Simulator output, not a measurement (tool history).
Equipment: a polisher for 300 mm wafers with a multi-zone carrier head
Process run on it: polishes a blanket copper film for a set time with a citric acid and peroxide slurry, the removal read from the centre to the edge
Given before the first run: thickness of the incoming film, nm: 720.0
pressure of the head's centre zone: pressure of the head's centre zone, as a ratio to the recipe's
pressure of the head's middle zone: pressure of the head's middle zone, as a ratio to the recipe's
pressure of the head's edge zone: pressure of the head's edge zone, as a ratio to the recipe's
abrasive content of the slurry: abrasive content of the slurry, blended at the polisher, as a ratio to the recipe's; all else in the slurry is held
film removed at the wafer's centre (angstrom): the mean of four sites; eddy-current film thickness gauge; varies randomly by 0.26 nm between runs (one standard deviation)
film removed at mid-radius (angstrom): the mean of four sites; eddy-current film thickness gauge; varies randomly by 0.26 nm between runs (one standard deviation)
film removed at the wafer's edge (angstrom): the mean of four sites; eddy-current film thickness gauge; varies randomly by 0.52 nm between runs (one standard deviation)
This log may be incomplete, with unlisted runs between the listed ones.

run	hour	flow of slurry (ml/min)	pressure of the head's centre zone	pressure of the head's middle zone	pressure of the head's edge zone	abrasive content of the slurry	polishing time (s)	film removed at the wafer's centre (angstrom)	film removed at mid-radius (angstrom)	film removed at the wafer's edge (angstrom)
1	0.0	185	1.00	1.00	1.00	1.00	30	576.05	577.09	587.27
2	8.0	185	1.00	1.05	1.00	1.00	30	575.01	596.16	573.30
3	14.3	185	1.00	1.05	1.00	1.00	33	632.28	655.38	656.54
4	22.2	185	1.00	1.05	1.00	1.00	37	713.49	725.84	726.20
5	30.9	175	0.96	1.02	0.99	0.90	34	609.28	650.44	641.39
6	38.1	175	0.96	1.02	1.05	0.90	34	607.32	640.20	668.82
7	42.3	125	0.86	0.92	0.96	0.65	26	377.15	417.03	445.65
8	51.0	125	0.85	0.92	0.96	0.60	25	356.48	394.58	439.37

Run 9, settings as shown, results not yet in. Your forecast:
9	52.7	120	0.84	0.92	0.94	0.60	25	?	?	?

film removed at the wafer's centre (angstrom): 348.67
film removed at mid-radius (angstrom): 396.91
film removed at the wafer's edge (angstrom): 431.71

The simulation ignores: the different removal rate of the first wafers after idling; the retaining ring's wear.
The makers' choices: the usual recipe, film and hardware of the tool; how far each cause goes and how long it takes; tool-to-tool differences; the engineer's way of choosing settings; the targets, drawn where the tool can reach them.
